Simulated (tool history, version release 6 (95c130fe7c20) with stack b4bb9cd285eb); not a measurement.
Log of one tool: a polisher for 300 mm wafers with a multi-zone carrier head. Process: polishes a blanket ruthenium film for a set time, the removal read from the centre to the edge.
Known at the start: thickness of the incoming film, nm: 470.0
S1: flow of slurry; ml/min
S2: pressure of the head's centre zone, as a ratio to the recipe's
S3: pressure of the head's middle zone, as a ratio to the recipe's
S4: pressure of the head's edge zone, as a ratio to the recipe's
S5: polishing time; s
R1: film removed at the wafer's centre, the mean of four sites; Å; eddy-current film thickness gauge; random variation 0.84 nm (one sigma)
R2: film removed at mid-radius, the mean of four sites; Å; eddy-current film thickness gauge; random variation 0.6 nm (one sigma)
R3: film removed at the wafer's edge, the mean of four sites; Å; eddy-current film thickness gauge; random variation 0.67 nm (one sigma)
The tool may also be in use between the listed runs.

run  hour   S1    S2    S3    S4  S5      R1      R2      R3
  1     0  285     1     1     1  64  834.88  860.58  854.14
  2     4  275  1.01  0.96     1  64   856.2  837.27  845.24
  3  12.3  270  1.01  0.92  1.01  64  866.83  795.95  863.06
  4    15  270  1.01  0.92  1.01  79  1044.6  1007.1  1051.3
  5  23.3  265     1  0.89  0.99  75  980.39  922.23  995.88
  6  27.2  230     1  0.89  0.99  75  969.37   907.5  962.51
  7  35.7  225     1  0.87  0.98  73  928.05  875.55  948.86
  8  40.9  225  1.01  0.86  0.97  70  918.82  828.09  897.02
  9  44.8  220  1.01  0.85  0.97  69  879.08  810.56  893.68

Run 10 comes next. What will it give?
 10  51.8  220  1.02  0.84  0.96  68   ?   ?   ?

R1: 872.98 Å
R2: 789.4 Å
R3: 869.21 Å

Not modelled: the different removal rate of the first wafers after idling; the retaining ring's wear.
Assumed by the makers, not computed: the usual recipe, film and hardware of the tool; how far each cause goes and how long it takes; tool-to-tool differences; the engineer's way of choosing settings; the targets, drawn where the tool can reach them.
